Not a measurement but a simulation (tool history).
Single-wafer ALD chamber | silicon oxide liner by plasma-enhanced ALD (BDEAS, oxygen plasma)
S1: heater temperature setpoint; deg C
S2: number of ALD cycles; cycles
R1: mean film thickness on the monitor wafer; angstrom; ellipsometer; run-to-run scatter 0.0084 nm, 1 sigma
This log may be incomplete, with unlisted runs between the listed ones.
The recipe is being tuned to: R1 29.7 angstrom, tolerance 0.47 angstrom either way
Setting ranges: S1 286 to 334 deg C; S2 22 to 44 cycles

Run 1, hour 0: S1 310 deg C, S2 33 cycles. Result: R1 32.461 angstrom.
Run 2, hour 1.1: S1 310 deg C, S2 29 cycles. Result: R1 28.327 angstrom.
Run 3, hour 3.4: S1 310 deg C, S2 25 cycles. Result: R1 24.571 angstrom.
Run 4, hour 5.1: S1 309 deg C, S2 26 cycles. Result: R1 25.654 angstrom.
Run 5, hour 9.1: S1 309 deg C, S2 23 cycles. Result: R1 22.716 angstrom.
Run 6, hour 14.7: S1 309 deg C, S2 22 cycles. Result: R1 21.703 angstrom.
Run 7, hour 16.9: S1 308 deg C, S2 24 cycles. Result: R1 23.665 angstrom.
Run 8, hour 19.7: S1 307 deg C, S2 25 cycles. Result: R1 24.778 angstrom.
Run 9, hour 22.6: S1 303 deg C, S2 26 cycles. Result: R1 25.871 angstrom.
Run 10, hour 29.8: S1 301 deg C, S2 27 cycles. Result: R1 26.707 angstrom.
Run 11, hour 33.1: S1 300 deg C, S2 28 cycles. Result: R1 27.894 angstrom.
Run 12, hour 34.3: S1 299 deg C, S2 28 cycles. Result: R1 28.07 angstrom.
Run 13, hour 43.2: S1 297 deg C, S2 28 cycles. Result: R1 28.44 angstrom.
Run 14, hour 45: S1 295 deg C, S2 28 cycles. Result: R1 28.44 angstrom.
Run 15, hour 54: S1 294 deg C, S2 28 cycles. Result: R1 28.621 angstrom.
Run 16, hour 54.7: S1 293 deg C, S2 28 cycles. Result: R1 28.603 angstrom.
Run 17, hour 55.8: S1 292 deg C, S2 28 cycles. Result: R1 28.58 angstrom.

5 candidate next runs follow, results not yet known. Just one meets every target within its allowed miss. Identify it.
Run A, hour 56.9: S1 293 deg C, S2 28 cycles. Result: R1 ?.
Run B, hour 56.9: S1 293 deg C, S2 27 cycles. Result: R1 ?.
Run C, hour 56.9: S1 291 deg C, S2 29 cycles. Result: R1 ?.
Run D, hour 56.9: S1 304 deg C, S2 28 cycles. Result: R1 ?.
Run E, hour 56.9: S1 286 deg C, S2 26 cycles. Result: R1 ?.

move      R1
   A  28.792
   B  27.763
   C  30.033
   D  27.915
   E  27.403
A: better than the last run, though not everything is in spec
B: lands further from the targets than the last run did
C: all results land within tolerance of their targets
D: lands further from the targets than the last run did
E: lands further from the targets than the last run did
C is the move that brings every result within its allowed miss.

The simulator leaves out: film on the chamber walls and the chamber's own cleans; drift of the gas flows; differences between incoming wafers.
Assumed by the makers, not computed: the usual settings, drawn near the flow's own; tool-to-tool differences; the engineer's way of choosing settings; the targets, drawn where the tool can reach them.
